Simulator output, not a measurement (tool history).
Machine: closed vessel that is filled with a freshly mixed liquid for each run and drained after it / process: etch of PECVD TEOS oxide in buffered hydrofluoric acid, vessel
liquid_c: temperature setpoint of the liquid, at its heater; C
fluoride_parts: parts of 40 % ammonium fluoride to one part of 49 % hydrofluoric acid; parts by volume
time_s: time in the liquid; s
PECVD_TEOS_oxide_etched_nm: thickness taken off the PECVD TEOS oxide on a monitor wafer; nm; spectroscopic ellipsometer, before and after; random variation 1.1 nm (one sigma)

{"run": 1, "day": 0.0, "liquid_c": 24, "fluoride_parts": 22.5, "time_s": 105, "PECVD_TEOS_oxide_etched_nm": 69.465}
{"run": 2, "day": 0.146, "liquid_c": 24, "fluoride_parts": 27.5, "time_s": 105, "PECVD_TEOS_oxide_etched_nm": 60.642}
{"run": 3, "day": 0.521, "liquid_c": 26, "fluoride_parts": 24.5, "time_s": 105, "PECVD_TEOS_oxide_etched_nm": 74.166}
{"run": 4, "day": 0.758, "liquid_c": 26, "fluoride_parts": 21, "time_s": 105, "PECVD_TEOS_oxide_etched_nm": 81.398}
{"run": 5, "day": 0.988, "liquid_c": 23.5, "fluoride_parts": 21, "time_s": 105, "PECVD_TEOS_oxide_etched_nm": 70.745}
{"run": 6, "day": 1.05, "liquid_c": 25.5, "fluoride_parts": 20, "time_s": 105, "PECVD_TEOS_oxide_etched_nm": 81.263}
{"run": 7, "day": 1.392, "liquid_c": 27, "fluoride_parts": 19, "time_s": 105, "PECVD_TEOS_oxide_etched_nm": 92.907}

The next listed run, before its measurement:
{"run": 8, "day": 1.771, "liquid_c": 31, "fluoride_parts": 17.5, "time_s": 105, "PECVD_TEOS_oxide_etched_nm": "?"}

PECVD_TEOS_oxide_etched_nm: 124.52 nm
